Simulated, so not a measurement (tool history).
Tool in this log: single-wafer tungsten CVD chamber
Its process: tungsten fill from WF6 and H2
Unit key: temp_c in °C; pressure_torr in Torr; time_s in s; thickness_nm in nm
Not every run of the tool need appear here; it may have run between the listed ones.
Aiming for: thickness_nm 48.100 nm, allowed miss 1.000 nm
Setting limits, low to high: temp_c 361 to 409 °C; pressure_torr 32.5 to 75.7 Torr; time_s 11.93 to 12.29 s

| run | hour | temp_c | pressure_torr | time_s | thickness_nm |
|---|---|---|---|---|---|
| 1 | 0.0 | 385 | 54.1 | 11.93 | 32.730 |
| 2 | 3.9 | 391 | 54.4 | 11.93 | 36.276 |
| 3 | 4.8 | 401 | 54.4 | 11.93 | 42.871 |
| 4 | 12.8 | 394 | 54.4 | 11.93 | 38.203 |
| 5 | 16.8 | 394 | 45.4 | 11.93 | 34.148 |
| 6 | 21.4 | 388 | 45.4 | 11.93 | 30.877 |
| 7 | 29.7 | 400 | 55.9 | 12.06 | 43.179 |
| 8 | 38.2 | 402 | 56.0 | 12.06 | 44.599 |
| 9 | 40.1 | 403 | 56.1 | 12.06 | 45.563 |
| 10 | 43.0 | 404 | 56.1 | 12.06 | 46.404 |
| 11 | 46.2 | 405 | 56.1 | 12.06 | 46.891 |

Which one of the following 4 next-run settings gets every result inside its allowed miss? There is exactly one.
| A | 49.4 | 401 | 54.3 | 12.29 | ? |
| B | 49.4 | 406 | 50.4 | 11.93 | ? |
| C | 49.4 | 405 | 54.3 | 11.96 | ? |
| D | 49.4 | 404 | 61.9 | 11.93 | ? |

| move | thickness_nm |
|---|---|
| A | 44.025 |
| B | 44.229 |
| C | 45.639 |
| D | 48.289 |
A: its largest miss is bigger than the last run's
B: its largest miss is bigger than the last run's
C: its largest miss is bigger than the last run's
D: each result inside its tolerance
The right move is D.
